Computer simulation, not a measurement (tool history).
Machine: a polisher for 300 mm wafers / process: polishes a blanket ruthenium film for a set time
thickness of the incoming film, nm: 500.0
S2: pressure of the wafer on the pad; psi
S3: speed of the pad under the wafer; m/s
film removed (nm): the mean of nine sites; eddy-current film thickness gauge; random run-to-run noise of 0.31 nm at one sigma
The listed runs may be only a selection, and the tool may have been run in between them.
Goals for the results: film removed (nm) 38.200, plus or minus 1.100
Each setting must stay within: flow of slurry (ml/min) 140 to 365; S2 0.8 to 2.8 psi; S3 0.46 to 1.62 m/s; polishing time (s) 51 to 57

Run 1, hour 0.0: flow of slurry (ml/min) 235, S2 1.8 psi, S3 1.04 m/s, polishing time (s) 57. Result: film removed (nm) 66.400.
Run 2, hour 5.3: flow of slurry (ml/min) 180, S2 1.8 psi, S3 1.04 m/s, polishing time (s) 57. Result: film removed (nm) 63.188.
Run 3, hour 14.3: flow of slurry (ml/min) 175, S2 1.5 psi, S3 1.04 m/s, polishing time (s) 57. Result: film removed (nm) 53.789.
Run 4, hour 17.3: flow of slurry (ml/min) 170, S2 1.3 psi, S3 1.04 m/s, polishing time (s) 57. Result: film removed (nm) 45.841.
Run 5, hour 18.4: flow of slurry (ml/min) 170, S2 1.3 psi, S3 1.04 m/s, polishing time (s) 51. Result: film removed (nm) 41.113.
Run 6, hour 26.5: flow of slurry (ml/min) 170, S2 0.9 psi, S3 1.04 m/s, polishing time (s) 51. Result: film removed (nm) 29.205.
Run 7, hour 35.1: flow of slurry (ml/min) 170, S2 0.9 psi, S3 1.04 m/s, polishing time (s) 51. Result: film removed (nm) 29.099.
Run 8, hour 40.0: flow of slurry (ml/min) 170, S2 1.0 psi, S3 1.04 m/s, polishing time (s) 51. Result: film removed (nm) 32.547.
Run 9, hour 43.7: flow of slurry (ml/min) 170, S2 1.1 psi, S3 1.04 m/s, polishing time (s) 51. Result: film removed (nm) 35.406.

Which of these 4 next moves meets every target?
Run A, hour 47.4: flow of slurry (ml/min) 140, S2 0.8 psi, S3 1.48 m/s, polishing time (s) 51. Result: film removed (nm) ?.
Run B, hour 47.4: flow of slurry (ml/min) 180, S2 1.2 psi, S3 1.02 m/s, polishing time (s) 51. Result: film removed (nm) ?.
Run C, hour 47.4: flow of slurry (ml/min) 190, S2 0.8 psi, S3 1.34 m/s, polishing time (s) 53. Result: film removed (nm) ?.
Run D, hour 47.4: flow of slurry (ml/min) 205, S2 1.0 psi, S3 1.06 m/s, polishing time (s) 54. Result: film removed (nm) ?.

move  film removed (nm)
   A             34.948
   B             37.503
   C             34.944
   D             35.367
A: the biggest miss grows against the last run
B: every result within its allowed miss
C: the biggest miss grows against the last run
D: no nearer and no further than the last run
Move B is the one to make.
